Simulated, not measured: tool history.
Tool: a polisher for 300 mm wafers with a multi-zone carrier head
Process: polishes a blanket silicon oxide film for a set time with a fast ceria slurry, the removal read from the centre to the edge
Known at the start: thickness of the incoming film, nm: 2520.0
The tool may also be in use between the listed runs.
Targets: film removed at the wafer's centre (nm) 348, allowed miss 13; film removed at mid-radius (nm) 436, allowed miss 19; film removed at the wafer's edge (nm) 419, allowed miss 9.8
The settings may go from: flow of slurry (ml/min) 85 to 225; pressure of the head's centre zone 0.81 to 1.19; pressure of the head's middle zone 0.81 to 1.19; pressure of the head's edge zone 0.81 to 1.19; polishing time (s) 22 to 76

| run | hour | flow of slurry (ml/min) | pressure of the head's centre zone | pressure of the head's middle zone | pressure of the head's edge zone | polishing time (s) | film removed at the wafer's centre (nm) | film removed at mid-radius (nm) | film removed at the wafer's edge (nm) |
|---|---|---|---|---|---|---|---|---|---|
| 1 | 0 | 145 | 1 | 1 | 1 | 49 | 669.31 | 696.75 | 682.96 |
| 2 | 7.6 | 130 | 0.94 | 0.99 | 0.96 | 43 | 534.72 | 594.21 | 573.96 |
| 3 | 11.2 | 120 | 0.9 | 0.98 | 0.94 | 40 | 476.29 | 538.51 | 524.2 |
| 4 | 17.5 | 120 | 0.85 | 0.98 | 0.94 | 40 | 448.4 | 533.22 | 525.12 |
| 5 | 24.5 | 110 | 0.84 | 0.98 | 0.93 | 37 | 400.44 | 485.6 | 475.63 |
| 6 | 29.8 | 105 | 0.83 | 0.98 | 0.91 | 36 | 374.67 | 464.51 | 446.12 |
| 7 | 35.3 | 100 | 0.83 | 0.97 | 0.9 | 36 | 372.78 | 450.28 | 441.27 |
| 8 | 36.1 | 95 | 0.82 | 0.97 | 0.89 | 36 | 359.68 | 445.97 | 437.05 |
| 9 | 40.6 | 95 | 0.82 | 0.97 | 0.88 | 36 | 359.96 | 452.57 | 434.03 |

Which of these 4 next moves meets every target?
| A | 45.1 | 90 | 0.83 | 1 | 0.87 | 35 | ? | ? | ? |
| B | 45.1 | 85 | 0.81 | 0.99 | 0.87 | 38 | ? | ? | ? |
| C | 45.1 | 90 | 0.81 | 0.88 | 0.93 | 36 | ? | ? | ? |
| D | 45.1 | 85 | 0.82 | 0.94 | 0.87 | 39 | ? | ? | ? |

| move | film removed at the wafer's centre (nm) | film removed at mid-radius (nm) | film removed at the wafer's edge (nm) |
|---|---|---|---|
| A | 348.82 | 442.75 | 412.89 |
| B | 360.86 | 466.9 | 441.75 |
| C | 350.85 | 420.18 | 438.41 |
| D | 374.32 | 463.62 | 453.61 |
A: meets every target
B: further off than the last run
C: further off than the last run
D: further off than the last run
The right move is A.
